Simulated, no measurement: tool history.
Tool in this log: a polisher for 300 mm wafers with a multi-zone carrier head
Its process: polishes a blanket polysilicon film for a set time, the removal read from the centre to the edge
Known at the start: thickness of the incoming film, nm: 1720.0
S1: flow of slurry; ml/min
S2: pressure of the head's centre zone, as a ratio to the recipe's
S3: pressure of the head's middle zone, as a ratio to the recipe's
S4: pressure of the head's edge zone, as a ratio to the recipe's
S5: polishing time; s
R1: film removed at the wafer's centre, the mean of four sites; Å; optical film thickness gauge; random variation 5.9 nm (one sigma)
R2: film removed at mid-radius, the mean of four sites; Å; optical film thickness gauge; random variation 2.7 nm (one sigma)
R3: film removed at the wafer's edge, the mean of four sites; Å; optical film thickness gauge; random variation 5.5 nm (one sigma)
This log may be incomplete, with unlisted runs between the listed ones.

run,hour,S1,S2,S3,S4,S5,R1,R2,R3
1,0,300,1,1,1,87,6099.3,5953.9,6188.2
2,3.9,295,0.97,0.97,0.99,84,5580.6,5615.6,5995.2
3,7.3,295,0.97,0.97,0.99,93,6353.1,6230.4,6508.4
4,12,295,0.97,1.01,0.99,93,6338.6,6489.9,6523.8
5,14.9,290,0.96,0.98,0.97,89,5852,6020.2,6185
6,19.4,290,0.96,1.05,0.97,89,5927,6324.6,6248.3
7,22.9,285,0.95,1.01,0.97,85,5520.1,5874.6,5940.9
8,26.8,280,0.94,0.98,0.97,82,5327.6,5567.6,5733.2

Forecast run 9:
9,28.9,280,0.93,0.95,0.97,79,?,?,?

{"run 9": {"R1": 5113.9, "R2": 5169.5, "R3": 5559.2}}

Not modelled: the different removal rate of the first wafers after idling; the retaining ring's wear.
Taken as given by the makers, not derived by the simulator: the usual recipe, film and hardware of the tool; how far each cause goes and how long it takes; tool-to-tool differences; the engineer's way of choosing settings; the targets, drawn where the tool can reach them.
